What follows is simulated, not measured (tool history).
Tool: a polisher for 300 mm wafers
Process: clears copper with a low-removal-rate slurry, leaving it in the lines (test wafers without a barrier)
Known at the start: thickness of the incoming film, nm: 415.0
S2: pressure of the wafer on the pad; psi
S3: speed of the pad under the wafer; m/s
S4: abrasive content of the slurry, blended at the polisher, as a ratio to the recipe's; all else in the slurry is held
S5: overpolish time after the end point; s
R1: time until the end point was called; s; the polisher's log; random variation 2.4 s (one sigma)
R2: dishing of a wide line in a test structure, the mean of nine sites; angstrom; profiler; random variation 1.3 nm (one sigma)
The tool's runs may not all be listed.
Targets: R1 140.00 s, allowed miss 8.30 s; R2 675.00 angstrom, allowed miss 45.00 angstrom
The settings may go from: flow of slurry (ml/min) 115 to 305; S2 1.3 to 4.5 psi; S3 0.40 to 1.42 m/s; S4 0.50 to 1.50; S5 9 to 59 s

{"run": 1, "hour": 0.0, "flow of slurry (ml/min)": 195, "S2": 2.9, "S3": 0.9, "S4": 1.0, "S5": 30, "R1": 163.27, "R2": 457.98}
{"run": 2, "hour": 3.2, "flow of slurry (ml/min)": 195, "S2": 2.9, "S3": 0.9, "S4": 1.0, "S5": 19, "R1": 160.99, "R2": 332.94}
{"run": 3, "hour": 7.2, "flow of slurry (ml/min)": 195, "S2": 2.2, "S3": 0.9, "S4": 1.0, "S5": 19, "R1": 215.46, "R2": 269.22}
{"run": 4, "hour": 12.0, "flow of slurry (ml/min)": 195, "S2": 2.2, "S3": 0.8, "S4": 1.0, "S5": 19, "R1": 227.51, "R2": 244.24}
{"run": 5, "hour": 20.6, "flow of slurry (ml/min)": 190, "S2": 2.5, "S3": 0.84, "S4": 1.0, "S5": 25, "R1": 198.09, "R2": 346.87}
{"run": 6, "hour": 22.1, "flow of slurry (ml/min)": 190, "S2": 2.5, "S3": 0.62, "S4": 1.0, "S5": 25, "R1": 266.51, "R2": 271.8}
{"run": 7, "hour": 30.2, "flow of slurry (ml/min)": 185, "S2": 3.3, "S3": 0.72, "S4": 1.0, "S5": 39, "R1": 182.14, "R2": 520.74}
{"run": 8, "hour": 32.8, "flow of slurry (ml/min)": 185, "S2": 3.5, "S3": 0.72, "S4": 1.0, "S5": 40, "R1": 172.38, "R2": 548.81}
{"run": 9, "hour": 40.8, "flow of slurry (ml/min)": 185, "S2": 3.7, "S3": 0.72, "S4": 1.0, "S5": 41, "R1": 163.8, "R2": 569.59}

Which of these 5 next moves meets every target?
{"run": "A", "hour": 48.8, "flow of slurry (ml/min)": 185, "S2": 3.5, "S3": 0.84, "S4": 1.2, "S5": 49, "R1": "?", "R2": "?"}
{"run": "B", "hour": 48.8, "flow of slurry (ml/min)": 210, "S2": 4.4, "S3": 0.54, "S4": 1.25, "S5": 47, "R1": "?", "R2": "?"}
{"run": "C", "hour": 48.8, "flow of slurry (ml/min)": 230, "S2": 4.3, "S3": 0.84, "S4": 1.05, "S5": 37, "R1": "?", "R2": "?"}
{"run": "D", "hour": 48.8, "flow of slurry (ml/min)": 190, "S2": 3.9, "S3": 0.92, "S4": 0.95, "S5": 41, "R1": "?", "R2": "?"}
{"run": "E", "hour": 48.8, "flow of slurry (ml/min)": 205, "S2": 4.3, "S3": 0.8, "S4": 1.1, "S5": 31, "R1": "?", "R2": "?"}

move=A R1=144.05 R2=669.67
move=B R1=173.40 R2=601.10
move=C R1=120.41 R2=644.52
move=D R1=127.35 R2=656.46
move=E R1=126.39 R2=565.15
A: meets every target
B: further off than the last run
C: takes the result that was furthest off past its target
D: takes the result that was furthest off past its target
E: takes the result that was furthest off past its target
The right move is A.

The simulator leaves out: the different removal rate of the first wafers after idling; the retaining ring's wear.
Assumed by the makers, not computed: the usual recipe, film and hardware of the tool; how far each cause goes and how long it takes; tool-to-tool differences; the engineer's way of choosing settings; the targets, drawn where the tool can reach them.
